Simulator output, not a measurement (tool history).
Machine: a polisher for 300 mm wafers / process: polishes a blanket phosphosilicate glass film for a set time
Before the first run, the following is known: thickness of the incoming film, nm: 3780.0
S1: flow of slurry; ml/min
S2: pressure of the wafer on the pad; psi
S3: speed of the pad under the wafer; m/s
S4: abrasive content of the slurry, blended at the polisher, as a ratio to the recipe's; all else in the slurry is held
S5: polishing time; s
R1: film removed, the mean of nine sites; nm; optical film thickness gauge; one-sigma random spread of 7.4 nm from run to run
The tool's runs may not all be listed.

run	hour	S1	S2	S3	S4	S5	R1
1	0.0	215	4.0	0.88	1.0	91	976.94
2	4.2	215	4.0	0.98	1.0	91	1063.90
3	9.0	215	4.4	0.98	1.0	91	1187.80
4	12.2	215	4.4	0.98	1.0	91	1181.20
5	16.1	215	4.4	1.18	1.0	91	1371.60
6	18.2	215	4.4	1.18	1.0	96	1466.80
7	26.6	215	4.4	1.18	1.0	96	1422.20
8	29.1	215	3.7	1.16	1.0	96	1217.80
9	29.9	215	3.1	1.14	1.0	96	1003.00

For run 10, what comes out?
10	32.7	215	2.8	1.14	1.0	96	?

Logged for run 10: R1 901.08 nm.
